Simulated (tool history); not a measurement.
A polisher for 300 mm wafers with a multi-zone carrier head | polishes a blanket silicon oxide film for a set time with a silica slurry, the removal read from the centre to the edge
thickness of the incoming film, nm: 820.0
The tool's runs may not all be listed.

| run | day | flow of slurry (ml/min) | pressure of the head's centre zone | pressure of the head's middle zone | pressure of the head's edge zone | abrasive content of the slurry | polishing time (s) | film removed at the wafer's centre (Å) | film removed at mid-radius (Å) | film removed at the wafer's edge (Å) |
|---|---|---|---|---|---|---|---|---|---|---|
| 1 | 0.000 | 315 | 1.00 | 1.00 | 1.00 | 1.00 | 85 | 1654.0 | 1548.5 | 1547.7 |
| 2 | 0.338 | 315 | 1.00 | 1.00 | 0.94 | 1.00 | 85 | 1599.7 | 1551.8 | 1514.5 |
| 3 | 0.617 | 355 | 1.00 | 1.00 | 0.94 | 1.00 | 85 | 1644.5 | 1575.5 | 1562.1 |
| 4 | 0.650 | 280 | 1.00 | 1.00 | 0.94 | 1.00 | 85 | 1598.7 | 1529.7 | 1508.8 |
| 5 | 0.796 | 290 | 1.01 | 1.01 | 0.97 | 1.15 | 87 | 1785.1 | 1699.0 | 1687.7 |
| 6 | 1.017 | 290 | 1.09 | 1.01 | 0.97 | 1.15 | 87 | 1916.1 | 1735.3 | 1651.0 |

Run 7 comes next. What will it give?
| 7 | 1.158 | 300 | 1.08 | 1.02 | 1.00 | 1.25 | 87 | ? | ? | ? |

Run 7 gave film removed at the wafer's centre (Å) 1994.1, film removed at mid-radius (Å) 1802.1, film removed at the wafer's edge (Å) 1778.1.

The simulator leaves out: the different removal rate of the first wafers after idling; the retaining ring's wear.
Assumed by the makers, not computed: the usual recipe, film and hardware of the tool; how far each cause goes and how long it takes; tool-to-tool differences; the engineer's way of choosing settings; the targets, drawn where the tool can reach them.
